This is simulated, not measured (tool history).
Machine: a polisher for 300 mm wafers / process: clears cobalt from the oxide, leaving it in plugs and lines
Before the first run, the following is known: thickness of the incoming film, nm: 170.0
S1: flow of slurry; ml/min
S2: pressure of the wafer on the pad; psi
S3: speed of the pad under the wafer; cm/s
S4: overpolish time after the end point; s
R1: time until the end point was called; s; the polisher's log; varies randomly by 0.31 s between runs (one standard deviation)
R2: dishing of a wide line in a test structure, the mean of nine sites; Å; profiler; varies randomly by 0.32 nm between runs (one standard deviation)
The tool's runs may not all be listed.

| run | hour | S1 | S2 | S3 | S4 | R1 | R2 |
|---|---|---|---|---|---|---|---|
| 1 | 0.0 | 290 | 1.9 | 102 | 11 | 35.258 | 257.69 |
| 2 | 8.5 | 345 | 1.9 | 102 | 11 | 33.585 | 257.70 |
| 3 | 14.6 | 360 | 1.9 | 102 | 9 | 33.746 | 228.36 |
| 4 | 16.8 | 360 | 1.9 | 82 | 9 | 38.598 | 218.62 |
| 5 | 23.0 | 370 | 2.0 | 82 | 8 | 36.250 | 200.03 |
| 6 | 27.3 | 370 | 2.0 | 56 | 8 | 44.463 | 178.50 |
| 7 | 33.3 | 370 | 2.6 | 58 | 4 | 33.518 | 131.77 |
| 8 | 36.9 | 370 | 2.6 | 60 | 5 | 33.242 | 155.86 |

What does the tool deliver on the next run?
| 9 | 44.9 | 375 | 2.6 | 60 | 5 | ? | ? |

{"run 9": {"R1": 33.48, "R2": 154.23}}
